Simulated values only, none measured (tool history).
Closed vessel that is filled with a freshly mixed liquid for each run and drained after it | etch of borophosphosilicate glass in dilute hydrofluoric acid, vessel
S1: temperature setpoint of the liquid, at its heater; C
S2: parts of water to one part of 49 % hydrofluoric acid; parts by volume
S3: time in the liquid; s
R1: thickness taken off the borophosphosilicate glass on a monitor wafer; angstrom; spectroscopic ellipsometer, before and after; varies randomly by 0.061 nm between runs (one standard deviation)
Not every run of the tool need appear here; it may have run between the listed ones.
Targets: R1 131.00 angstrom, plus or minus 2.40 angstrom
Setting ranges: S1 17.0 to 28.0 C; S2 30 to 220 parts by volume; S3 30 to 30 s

| run | hour | S1 | S2 | S3 | R1 |
|---|---|---|---|---|---|
| 1 | 0.0 | 20.0 | 125 | 30 | 114.88 |
| 2 | 2.6 | 20.0 | 145 | 30 | 97.10 |
| 3 | 6.8 | 20.0 | 120 | 30 | 120.03 |
| 4 | 15.6 | 20.0 | 95 | 30 | 156.85 |
| 5 | 20.0 | 19.5 | 95 | 30 | 153.26 |
| 6 | 24.3 | 22.5 | 95 | 30 | 173.71 |
| 7 | 29.0 | 22.5 | 95 | 30 | 174.31 |
| 8 | 29.9 | 21.5 | 95 | 30 | 166.56 |
| 9 | 33.3 | 20.5 | 95 | 30 | 158.64 |
| 10 | 36.1 | 20.5 | 95 | 30 | 159.24 |
| 11 | 41.2 | 17.0 | 105 | 30 | 123.10 |
| 12 | 47.6 | 17.5 | 105 | 30 | 126.36 |

Pick the move, out of 4, that brings all results within their allowed miss; only one does.
| A | 54.0 | 17.0 | 110 | 30 | ? |
| B | 54.0 | 17.0 | 105 | 30 | ? |
| C | 54.0 | 20.0 | 120 | 30 | ? |
| D | 54.0 | 17.0 | 100 | 30 | ? |

| move | R1 |
|---|---|
| A | 118.74 |
| B | 125.04 |
| C | 121.89 |
| D | 131.97 |
A: its largest miss is bigger than the last run's
B: its largest miss is bigger than the last run's
C: its largest miss is bigger than the last run's
D: every result within its allowed miss
The move that meets every target is D.
